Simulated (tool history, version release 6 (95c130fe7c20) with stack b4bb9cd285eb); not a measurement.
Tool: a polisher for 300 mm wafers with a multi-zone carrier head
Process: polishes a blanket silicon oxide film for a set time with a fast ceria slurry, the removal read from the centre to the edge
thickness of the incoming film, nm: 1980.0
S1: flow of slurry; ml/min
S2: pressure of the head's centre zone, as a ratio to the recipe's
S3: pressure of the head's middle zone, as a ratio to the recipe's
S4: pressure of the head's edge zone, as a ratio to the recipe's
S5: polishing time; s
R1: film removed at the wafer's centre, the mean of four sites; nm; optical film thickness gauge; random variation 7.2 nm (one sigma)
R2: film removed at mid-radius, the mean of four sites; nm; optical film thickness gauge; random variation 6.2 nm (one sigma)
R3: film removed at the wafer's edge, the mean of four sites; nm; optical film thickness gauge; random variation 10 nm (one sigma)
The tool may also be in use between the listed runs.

| run | day | S1 | S2 | S3 | S4 | S5 | R1 | R2 | R3 |
|---|---|---|---|---|---|---|---|---|---|
| 1 | 0 | 155 | 1 | 1 | 1 | 41 | 736.55 | 742.43 | 745.41 |
| 2 | 0.1 | 175 | 1.02 | 1.02 | 1.05 | 42 | 781.28 | 788.32 | 816.51 |
| 3 | 0.262 | 175 | 1.02 | 0.96 | 1.05 | 42 | 788.87 | 760.36 | 835.16 |
| 4 | 0.288 | 190 | 1.03 | 1 | 1.06 | 42 | 809.45 | 797.81 | 815.99 |
| 5 | 0.658 | 190 | 1.03 | 1 | 1.06 | 51 | 973.64 | 961.32 | 1010.2 |
| 6 | 0.896 | 220 | 1.03 | 1 | 1.06 | 51 | 1013.7 | 990.39 | 1037.6 |
| 7 | 1.242 | 200 | 1.02 | 1 | 1.03 | 51 | 959.47 | 977.12 | 1003.6 |

Run 8 comes next. What will it give?
| 8 | 1.5 | 160 | 1.05 | 0.97 | 0.93 | 50 | ? | ? | ? |

R1: 954.72 nm
R2: 900.46 nm
R3: 900.04 nm
